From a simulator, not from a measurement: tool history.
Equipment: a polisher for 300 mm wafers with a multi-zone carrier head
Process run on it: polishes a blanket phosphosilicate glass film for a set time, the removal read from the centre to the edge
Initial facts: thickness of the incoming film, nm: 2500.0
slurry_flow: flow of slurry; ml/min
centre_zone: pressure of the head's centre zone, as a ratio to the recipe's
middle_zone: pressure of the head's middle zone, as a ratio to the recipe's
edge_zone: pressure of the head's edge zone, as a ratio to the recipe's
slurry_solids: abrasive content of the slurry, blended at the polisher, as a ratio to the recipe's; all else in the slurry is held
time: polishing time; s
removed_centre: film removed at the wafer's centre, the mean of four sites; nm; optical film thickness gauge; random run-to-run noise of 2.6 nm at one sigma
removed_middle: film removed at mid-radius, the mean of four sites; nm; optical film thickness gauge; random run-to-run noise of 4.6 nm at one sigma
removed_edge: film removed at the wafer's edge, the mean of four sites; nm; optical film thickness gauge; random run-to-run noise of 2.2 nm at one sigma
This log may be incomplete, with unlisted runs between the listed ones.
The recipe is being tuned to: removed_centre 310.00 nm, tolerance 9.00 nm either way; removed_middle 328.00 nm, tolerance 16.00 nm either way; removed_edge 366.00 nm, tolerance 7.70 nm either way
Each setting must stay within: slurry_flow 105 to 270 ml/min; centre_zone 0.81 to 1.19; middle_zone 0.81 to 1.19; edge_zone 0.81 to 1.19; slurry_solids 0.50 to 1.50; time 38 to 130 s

run,hour,slurry_flow,centre_zone,middle_zone,edge_zone,slurry_solids,time,removed_centre,removed_middle,removed_edge
1,0.0,175,1.00,1.00,1.00,1.00,84,781.98,801.40,800.45
2,4.4,175,1.00,1.00,1.00,1.00,68,636.72,651.45,653.69
3,6.7,150,1.00,1.00,1.00,1.00,68,607.45,624.03,639.06
4,9.0,150,1.00,1.00,1.00,1.00,58,527.91,536.81,548.31
5,17.3,145,0.98,0.98,0.99,0.95,57,492.45,501.34,513.45
6,19.9,145,0.98,0.98,0.95,0.95,57,490.24,497.78,503.65
7,24.2,140,0.96,0.97,0.95,0.90,57,466.95,474.28,490.17
8,26.5,135,0.94,0.96,0.94,0.85,57,425.84,446.70,464.80
9,31.8,135,0.93,0.95,0.93,0.85,57,428.90,449.96,461.78
10,37.3,130,0.92,0.94,0.93,0.80,57,404.41,429.71,444.50
11,45.5,125,0.91,0.93,0.92,0.80,57,399.62,419.86,433.90
12,50.8,125,0.90,0.92,0.92,0.80,57,392.70,419.19,443.46
13,57.1,125,0.89,0.91,0.91,0.80,57,396.11,405.48,434.59
14,60.6,125,0.88,0.90,0.91,0.75,57,371.38,389.01,415.99

Which one of the following 5 next-run settings gets every result inside its allowed miss? There is exactly one.
A,64.1,145,0.84,0.85,0.93,0.65,54,?,?,?
B,64.1,105,0.85,0.92,0.89,0.70,52,?,?,?
C,64.1,110,0.81,0.91,1.00,0.65,54,?,?,?
D,64.1,115,0.87,0.81,0.97,0.75,49,?,?,?
E,64.1,120,0.89,0.96,0.83,0.95,43,?,?,?

move,removed_centre,removed_middle,removed_edge
A,309.23,320.37,371.79
B,293.93,322.53,353.35
C,279.80,317.16,368.65
D,304.93,297.94,370.75
E,321.66,348.08,354.35
A: each result inside its tolerance
B: pushes the last run's worst result past its target
C: pushes the last run's worst result past its target
D: brings the last run's worst result on target, with another outside its allowed miss
E: nearer than the last run, and not there yet
Correct choice: A, which meets every target
